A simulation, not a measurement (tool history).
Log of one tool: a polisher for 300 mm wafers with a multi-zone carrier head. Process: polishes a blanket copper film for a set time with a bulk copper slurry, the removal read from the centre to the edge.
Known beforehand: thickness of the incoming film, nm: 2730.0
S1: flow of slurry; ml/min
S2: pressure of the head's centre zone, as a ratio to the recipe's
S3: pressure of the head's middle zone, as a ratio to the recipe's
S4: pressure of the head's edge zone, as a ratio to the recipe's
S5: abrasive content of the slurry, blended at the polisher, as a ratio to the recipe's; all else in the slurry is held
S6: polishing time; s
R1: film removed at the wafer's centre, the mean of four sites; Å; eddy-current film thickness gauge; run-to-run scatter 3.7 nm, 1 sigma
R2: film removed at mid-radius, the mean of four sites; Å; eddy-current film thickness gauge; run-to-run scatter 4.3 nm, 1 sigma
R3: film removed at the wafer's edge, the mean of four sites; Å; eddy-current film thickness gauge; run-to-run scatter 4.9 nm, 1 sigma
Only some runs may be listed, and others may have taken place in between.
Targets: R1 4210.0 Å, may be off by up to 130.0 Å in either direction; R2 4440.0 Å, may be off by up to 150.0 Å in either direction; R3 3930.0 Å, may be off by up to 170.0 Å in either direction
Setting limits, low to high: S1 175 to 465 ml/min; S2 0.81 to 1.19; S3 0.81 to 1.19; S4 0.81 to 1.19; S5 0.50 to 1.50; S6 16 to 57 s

run    day   S1    S2    S3    S4    S5  S6      R1      R2      R3
  1  0.000  295  1.00  1.00  1.00  1.00  36  3257.7  3323.2  3343.1
  2  0.096  305  1.03  1.04  1.02  1.10  36  3484.2  3515.1  3419.8
  3  0.450  305  1.03  1.07  1.02  1.10  36  3422.3  3671.8  3430.8
  4  0.550  310  1.06  1.09  1.05  1.20  36  3626.2  3649.2  3467.3
  5  0.792  315  1.06  1.11  1.05  1.25  37  3757.9  3934.6  3689.5
  6  1.096  325  1.07  1.13  1.05  1.30  37  3841.0  4006.6  3672.1
  7  1.321  330  1.08  1.14  1.05  1.35  37  3895.4  4157.4  3629.5
  8  1.462  335  1.09  1.15  1.07  1.40  37  3951.1  4112.6  3818.3
  9  1.529  335  1.09  1.15  1.07  1.40  37  3947.2  4119.9  3737.1
 10  1.688  335  1.10  1.16  1.07  1.45  37  4088.9  4243.0  3816.7
 11  1.854  335  1.10  1.17  1.07  1.45  37  4029.0  4261.4  3755.0
 12  2.158  340  1.10  1.17  1.08  1.45  37  4107.7  4220.1  3817.6
 13  2.225  345  1.10  1.18  1.08  1.45  37  4017.4  4218.6  3829.1

Pick the move, out of 5, that brings all results within their allowed miss; only one does.
  A  2.292  320  1.13  1.19  0.93  1.45  38   ?   ?   ?
  B  2.292  275  1.19  1.15  1.02  1.50  40   ?   ?   ?
  C  2.292  340  1.12  1.17  1.12  1.50  38   ?   ?   ?
  D  2.292  350  1.11  1.16  1.09  1.50  35   ?   ?   ?
  E  2.292  385  1.01  1.15  1.19  1.45  36   ?   ?   ?

move      R1      R2      R3
   A  4220.5  4361.3  3646.8
   B  4625.9  4412.4  3961.1
   C  4237.3  4351.0  3978.5
   D  3878.6  3988.8  3630.1
   E  3635.0  4079.3  3876.9
A: the worst result of the last run now meets its target, but another is out of spec
B: pushes the last run's worst result past its target
C: all results in spec
D: lands further from the targets than the last run did
E: lands further from the targets than the last run did
Go with C: it meets all targets.
